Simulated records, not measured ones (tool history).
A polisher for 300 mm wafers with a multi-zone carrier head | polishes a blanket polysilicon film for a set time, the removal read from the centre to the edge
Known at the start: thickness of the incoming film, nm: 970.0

run    day  flow of slurry (ml/min)  pressure of the head's centre zone  pressure of the head's middle zone  pressure of the head's edge zone  polishing time (s)  film removed at the wafer's centre (angstrom)  film removed at mid-radius (angstrom)  film removed at the wafer's edge (angstrom)
  1      0                      270                                   1                                   1                                 1                  49                                         3413.4                                   3198                                       3185.4
  2  0.029                      270                                0.97                                0.97                              1.05                  52                                         3515.6                                 3280.2                                       3497.2
  3  0.325                      270                                0.88                                0.97                              1.05                  52                                         3317.2                                   3255                                       3565.1
  4  0.429                      280                                0.88                                0.96                              1.09                  54                                         3427.4                                   3353                                       3707.9
  5  0.792                      280                                0.88                                0.96                              1.14                  54                                         3455.4                                 3385.1                                       3806.3
  6  0.846                      280                                0.87                                0.94                              1.15                  56                                         3442.9                                 3454.7                                       3992.7

The next listed run, before its measurement:
  7  1.146                      280                                0.87                                0.94                              1.15                  56                                              ?                                      ?                                            ?

film removed at the wafer's centre (angstrom): 3421.4
film removed at mid-radius (angstrom): 3404.2
film removed at the wafer's edge (angstrom): 3965.2
